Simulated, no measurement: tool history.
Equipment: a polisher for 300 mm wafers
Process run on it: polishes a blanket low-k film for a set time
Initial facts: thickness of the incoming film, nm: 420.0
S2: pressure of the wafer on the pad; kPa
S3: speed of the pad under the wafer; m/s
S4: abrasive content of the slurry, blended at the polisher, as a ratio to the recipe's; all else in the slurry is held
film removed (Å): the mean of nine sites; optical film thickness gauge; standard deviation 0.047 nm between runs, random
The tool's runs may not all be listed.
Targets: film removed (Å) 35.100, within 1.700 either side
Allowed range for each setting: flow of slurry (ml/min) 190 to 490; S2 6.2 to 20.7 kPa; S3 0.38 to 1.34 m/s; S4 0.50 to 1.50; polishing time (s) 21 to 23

{"run": 1, "hour": 0.0, "flow of slurry (ml/min)": 315, "S2": 13.1, "S3": 0.86, "S4": 1.0, "polishing time (s)": 23, "film removed (Å)": 68.744}
{"run": 2, "hour": 2.4, "flow of slurry (ml/min)": 315, "S2": 13.1, "S3": 0.86, "S4": 1.0, "polishing time (s)": 23, "film removed (Å)": 66.211}
{"run": 3, "hour": 10.2, "flow of slurry (ml/min)": 315, "S2": 13.1, "S3": 0.86, "S4": 1.2, "polishing time (s)": 23, "film removed (Å)": 72.701}
{"run": 4, "hour": 16.5, "flow of slurry (ml/min)": 315, "S2": 11.0, "S3": 0.8, "S4": 1.2, "polishing time (s)": 23, "film removed (Å)": 60.161}
{"run": 5, "hour": 18.4, "flow of slurry (ml/min)": 315, "S2": 9.0, "S3": 0.8, "S4": 1.2, "polishing time (s)": 23, "film removed (Å)": 48.261}
{"run": 6, "hour": 23.8, "flow of slurry (ml/min)": 315, "S2": 8.3, "S3": 0.78, "S4": 1.2, "polishing time (s)": 23, "film removed (Å)": 43.855}
{"run": 7, "hour": 28.0, "flow of slurry (ml/min)": 315, "S2": 7.6, "S3": 0.78, "S4": 1.2, "polishing time (s)": 23, "film removed (Å)": 41.138}
{"run": 8, "hour": 30.1, "flow of slurry (ml/min)": 315, "S2": 6.9, "S3": 0.78, "S4": 1.2, "polishing time (s)": 23, "film removed (Å)": 37.456}

4 candidate next runs follow, results not yet known. Just one meets every target within its allowed miss. Identify it.
{"run": "A", "hour": 32.2, "flow of slurry (ml/min)": 275, "S2": 7.6, "S3": 0.86, "S4": 1.2, "polishing time (s)": 22, "film removed (Å)": "?"}
{"run": "B", "hour": 32.2, "flow of slurry (ml/min)": 325, "S2": 8.3, "S3": 0.74, "S4": 1.3, "polishing time (s)": 22, "film removed (Å)": "?"}
{"run": "C", "hour": 32.2, "flow of slurry (ml/min)": 390, "S2": 7.6, "S3": 0.58, "S4": 1.45, "polishing time (s)": 22, "film removed (Å)": "?"}
{"run": "D", "hour": 32.2, "flow of slurry (ml/min)": 370, "S2": 6.9, "S3": 0.88, "S4": 1.1, "polishing time (s)": 23, "film removed (Å)": "?"}

move=A film_removed_(Å)=41.128
move=B film_removed_(Å)=42.150
move=C film_removed_(Å)=34.700
move=D film_removed_(Å)=39.701
A: further off than the last run
B: further off than the last run
C: all results in spec
D: further off than the last run
Correct choice: C, which meets every target
